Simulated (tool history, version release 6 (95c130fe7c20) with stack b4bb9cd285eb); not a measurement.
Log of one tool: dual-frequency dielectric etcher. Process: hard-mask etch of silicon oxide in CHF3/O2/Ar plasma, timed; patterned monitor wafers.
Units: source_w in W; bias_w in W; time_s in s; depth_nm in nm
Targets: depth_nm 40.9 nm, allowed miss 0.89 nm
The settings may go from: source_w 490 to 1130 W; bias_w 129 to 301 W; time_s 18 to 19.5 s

run 1 hour=0 | source_w=810 bias_w=215 time_s=19.5 | depth_nm=46.861
run 2 hour=4.5 | source_w=750 bias_w=215 time_s=19.5 | depth_nm=46.094
run 3 hour=12.8 | source_w=750 bias_w=235 time_s=19.5 | depth_nm=47.711
run 4 hour=18.2 | source_w=750 bias_w=208 time_s=19.5 | depth_nm=45.347
run 5 hour=26 | source_w=870 bias_w=208 time_s=19.5 | depth_nm=46.537
run 6 hour=27.8 | source_w=840 bias_w=197 time_s=19.5 | depth_nm=45.916
run 7 hour=34.9 | source_w=840 bias_w=197 time_s=19.5 | depth_nm=45.317
run 8 hour=38.5 | source_w=810 bias_w=190 time_s=19.5 | depth_nm=44.721
run 9 hour=44.6 | source_w=780 bias_w=184 time_s=19.5 | depth_nm=43.809

Which of these 4 next moves meets every target?
run A hour=50.7 | source_w=570 bias_w=173 time_s=19.5 | depth_nm=?
run B hour=50.7 | source_w=820 bias_w=163 time_s=18 | depth_nm=?
run C hour=50.7 | source_w=770 bias_w=170 time_s=18 | depth_nm=?
run D hour=50.7 | source_w=720 bias_w=163 time_s=18.5 | depth_nm=?

move=A depth_nm=40.554
move=B depth_nm=39.386
move=C depth_nm=39.407
move=D depth_nm=39.415
A: meets every target
B: takes the result that was furthest off past its target
C: takes the result that was furthest off past its target
D: takes the result that was furthest off past its target
Move A is the one to make.
